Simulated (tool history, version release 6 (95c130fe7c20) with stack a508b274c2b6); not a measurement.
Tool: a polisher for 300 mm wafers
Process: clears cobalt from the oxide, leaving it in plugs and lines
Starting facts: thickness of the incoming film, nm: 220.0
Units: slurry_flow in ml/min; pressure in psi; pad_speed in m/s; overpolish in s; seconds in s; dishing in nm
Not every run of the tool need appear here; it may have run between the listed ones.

Run 1, hour 0.0: slurry_flow 305 ml/min, pressure 2.1 psi, pad_speed 1.20 m/s, overpolish 12 s. Result: seconds 33.656 s, dishing 44.304 nm.
Run 2, hour 5.8: slurry_flow 305 ml/min, pressure 1.9 psi, pad_speed 1.18 m/s, overpolish 13 s. Result: seconds 37.852 s, dishing 43.803 nm.
Run 3, hour 14.2: slurry_flow 305 ml/min, pressure 1.7 psi, pad_speed 1.18 m/s, overpolish 13 s. Result: seconds 41.886 s, dishing 41.583 nm.
Run 4, hour 16.9: slurry_flow 305 ml/min, pressure 1.7 psi, pad_speed 1.18 m/s, overpolish 16 s. Result: seconds 41.701 s, dishing 46.477 nm.
Run 5, hour 20.4: slurry_flow 305 ml/min, pressure 1.5 psi, pad_speed 1.16 m/s, overpolish 16 s. Result: seconds 46.870 s, dishing 44.423 nm.
Run 6, hour 23.1: slurry_flow 305 ml/min, pressure 1.4 psi, pad_speed 1.16 m/s, overpolish 16 s. Result: seconds 51.776 s, dishing 41.814 nm.
Run 7, hour 29.1: slurry_flow 305 ml/min, pressure 1.3 psi, pad_speed 1.16 m/s, overpolish 16 s. Result: seconds 54.484 s, dishing 40.418 nm.

What does the tool deliver on the next run?
Run 8, hour 36.7: slurry_flow 305 ml/min, pressure 1.0 psi, pad_speed 1.16 m/s, overpolish 15 s. Result: seconds ?, dishing ?.

For run 8 the tool returned seconds 69.589 s, dishing 33.575 nm.

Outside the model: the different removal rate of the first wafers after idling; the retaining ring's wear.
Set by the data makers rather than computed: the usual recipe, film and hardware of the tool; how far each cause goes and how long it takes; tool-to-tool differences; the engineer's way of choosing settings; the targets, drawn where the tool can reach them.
